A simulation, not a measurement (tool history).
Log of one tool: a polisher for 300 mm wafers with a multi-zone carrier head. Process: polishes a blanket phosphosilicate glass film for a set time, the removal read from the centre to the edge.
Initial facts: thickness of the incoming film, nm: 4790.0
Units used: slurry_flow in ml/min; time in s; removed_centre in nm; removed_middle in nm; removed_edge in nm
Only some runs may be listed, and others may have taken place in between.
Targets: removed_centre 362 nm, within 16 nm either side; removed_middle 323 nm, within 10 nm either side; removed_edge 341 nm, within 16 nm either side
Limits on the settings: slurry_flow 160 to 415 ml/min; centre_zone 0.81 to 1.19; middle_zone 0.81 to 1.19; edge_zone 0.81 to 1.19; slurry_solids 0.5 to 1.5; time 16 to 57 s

run,hour,slurry_flow,centre_zone,middle_zone,edge_zone,slurry_solids,time,removed_centre,removed_middle,removed_edge
1,0,265,1,1,1,1,36,270.02,280.67,271.11
2,2.2,270,1.04,1,1.04,1.1,36,291.62,290.68,285.73
3,6.1,270,1.04,1,1.04,1.3,36,310.91,308.13,309.78
4,8.7,270,1.04,1,1.04,1.3,39,347.44,327.9,336.62
5,10.4,270,1.04,1,1.04,1.3,44,380.66,375.08,387.02
6,17.3,265,1.05,0.97,1.02,1.25,44,374.79,363.94,362.04
7,22.3,245,1.05,0.87,1.06,1.2,44,369.45,316.9,372.23
8,28.8,245,1.05,0.88,1.04,1.2,44,372.82,327.06,373.82
9,29.9,245,1.06,0.88,1.03,1.15,44,370.16,316.38,356.54

Exercise: of the 4 proposed moves below, exactly one satisfies all targets within the stated allowed misses. Which move is it?
A,31,240,1.07,0.86,1.03,1,45,?,?,?
B,31,225,1.04,0.87,0.92,1.1,46,?,?,?
C,31,245,1.14,0.99,0.92,1.1,44,?,?,?
D,31,160,0.99,0.88,1.08,1.2,47,?,?,?

move,removed_centre,removed_middle,removed_edge
A,362.99,300.33,341.17
B,372.28,319.07,340.61
C,389.86,342.7,327.38
D,360,326.55,376.83
A: corrects the largest miss of the last run, while another result sits out of spec
B: hits every target within its allowed miss
C: corrects the largest miss of the last run, while another result sits out of spec
D: lands further from the targets than the last run did
B is the move that brings every result within its allowed miss.
